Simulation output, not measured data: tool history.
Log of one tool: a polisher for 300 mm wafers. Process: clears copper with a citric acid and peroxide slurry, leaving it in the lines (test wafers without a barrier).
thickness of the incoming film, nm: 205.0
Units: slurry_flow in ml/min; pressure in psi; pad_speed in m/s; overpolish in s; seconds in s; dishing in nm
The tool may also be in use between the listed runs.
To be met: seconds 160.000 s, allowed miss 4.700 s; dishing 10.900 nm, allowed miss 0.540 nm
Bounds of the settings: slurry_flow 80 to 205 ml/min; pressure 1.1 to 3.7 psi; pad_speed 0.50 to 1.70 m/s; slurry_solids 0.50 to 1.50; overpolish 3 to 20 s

run,hour,slurry_flow,pressure,pad_speed,slurry_solids,overpolish,seconds,dishing
1,0.0,135,2.4,1.10,1.00,10,119.340,11.839
2,2.5,130,2.3,1.10,1.00,10,125.780,11.238
3,10.9,125,2.2,1.10,1.00,10,132.800,10.901
4,12.9,125,2.7,1.10,1.00,10,111.210,12.989
5,17.6,120,2.6,1.10,1.00,10,115.510,12.713
6,23.8,120,2.6,1.36,1.00,10,96.977,14.953
7,29.1,95,2.0,1.34,1.00,12,132.270,13.052
8,34.4,95,2.0,1.34,1.00,12,131.390,12.800
9,36.5,95,1.9,1.34,1.00,12,138.620,12.429

5 next moves are on the table. One of them brings every result within its allowed miss. Which?
A,38.6,85,1.8,1.16,1.00,13,?,?
B,38.6,105,1.6,1.32,1.00,12,?,?
C,38.6,105,2.0,1.08,0.75,17,?,?
D,38.6,115,1.8,1.16,1.15,15,?,?
E,38.6,80,2.0,1.06,1.35,16,?,?

move,seconds,dishing
A,167.710,10.821
B,156.890,10.660
C,166.770,14.012
D,146.630,14.023
E,152.830,14.363
A: takes the result that was furthest off past its target
B: meets every target
C: takes the result that was furthest off past its target
D: further off than the last run
E: further off than the last run
The right move is B.
